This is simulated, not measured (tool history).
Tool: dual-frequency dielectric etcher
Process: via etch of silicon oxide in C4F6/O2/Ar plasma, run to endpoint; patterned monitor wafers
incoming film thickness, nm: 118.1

{"run": 1, "hour": 0.0, "bias power (kW)": 0.562, "source power (kW)": 0.29, "Ar flow (sccm)": 311, "endpoint time (s)": 28.227}
{"run": 2, "hour": 5.2, "bias power (kW)": 0.528, "source power (kW)": 0.29, "Ar flow (sccm)": 311, "endpoint time (s)": 29.129}
{"run": 3, "hour": 10.0, "bias power (kW)": 0.528, "source power (kW)": 0.24, "Ar flow (sccm)": 311, "endpoint time (s)": 31.049}
{"run": 4, "hour": 18.8, "bias power (kW)": 0.528, "source power (kW)": 0.28, "Ar flow (sccm)": 311, "endpoint time (s)": 29.363}
{"run": 5, "hour": 19.9, "bias power (kW)": 0.548, "source power (kW)": 0.28, "Ar flow (sccm)": 311, "endpoint time (s)": 28.906}
{"run": 6, "hour": 21.3, "bias power (kW)": 0.564, "source power (kW)": 0.28, "Ar flow (sccm)": 311, "endpoint time (s)": 28.747}

Forecast run 7:
{"run": 7, "hour": 22.1, "bias power (kW)": 0.582, "source power (kW)": 0.28, "Ar flow (sccm)": 311, "endpoint time (s)": "?"}

endpoint time (s): 28.495
